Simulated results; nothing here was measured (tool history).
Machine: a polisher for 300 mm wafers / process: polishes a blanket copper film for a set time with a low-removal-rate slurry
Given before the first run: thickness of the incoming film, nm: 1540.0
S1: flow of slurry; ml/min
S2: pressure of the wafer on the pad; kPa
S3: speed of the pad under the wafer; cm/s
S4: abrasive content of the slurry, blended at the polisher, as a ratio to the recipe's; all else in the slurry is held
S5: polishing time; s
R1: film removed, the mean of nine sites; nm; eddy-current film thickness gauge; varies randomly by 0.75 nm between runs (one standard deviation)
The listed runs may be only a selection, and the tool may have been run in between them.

Run 1, day 0: S1 240 ml/min, S2 15.2 kPa, S3 102 cm/s, S4 1, S5 86 s. Result: R1 160.95 nm.
Run 2, day 0.088: S1 180 ml/min, S2 15.2 kPa, S3 102 cm/s, S4 1, S5 86 s. Result: R1 155 nm.
Run 3, day 0.146: S1 180 ml/min, S2 17.9 kPa, S3 102 cm/s, S4 1, S5 86 s. Result: R1 179.76 nm.
Run 4, day 0.454: S1 180 ml/min, S2 17.9 kPa, S3 102 cm/s, S4 1, S5 90 s. Result: R1 188.49 nm.
Run 5, day 0.667: S1 180 ml/min, S2 14.5 kPa, S3 92 cm/s, S4 1, S5 90 s. Result: R1 138.54 nm.
Run 6, day 0.971: S1 180 ml/min, S2 14.5 kPa, S3 70 cm/s, S4 1, S5 90 s. Result: R1 113.98 nm.
Run 7, day 1.329: S1 175 ml/min, S2 12.4 kPa, S3 70 cm/s, S4 1, S5 90 s. Result: R1 95.761 nm.
Run 8, day 1.412: S1 175 ml/min, S2 12.4 kPa, S3 70 cm/s, S4 1, S5 90 s. Result: R1 99.286 nm.
Run 9, day 1.533: S1 170 ml/min, S2 11 kPa, S3 70 cm/s, S4 1, S5 90 s. Result: R1 87.378 nm.
Run 10, day 1.767: S1 165 ml/min, S2 10.3 kPa, S3 70 cm/s, S4 1, S5 90 s. Result: R1 81.476 nm.
Run 11, day 1.808: S1 160 ml/min, S2 10.3 kPa, S3 70 cm/s, S4 1, S5 90 s. Result: R1 81.251 nm.
Run 12, day 2.175: S1 160 ml/min, S2 9 kPa, S3 70 cm/s, S4 1, S5 90 s. Result: R1 71.596 nm.
Run 13, day 2.238: S1 165 ml/min, S2 9 kPa, S3 70 cm/s, S4 1, S5 90 s. Result: R1 71.301 nm.

Estimate the outcome of run 14 from the log above:
Run 14, day 2.508: S1 170 ml/min, S2 9 kPa, S3 70 cm/s, S4 1, S5 90 s. Result: R1 ?.

{"run 14": {"R1": 71.527}}
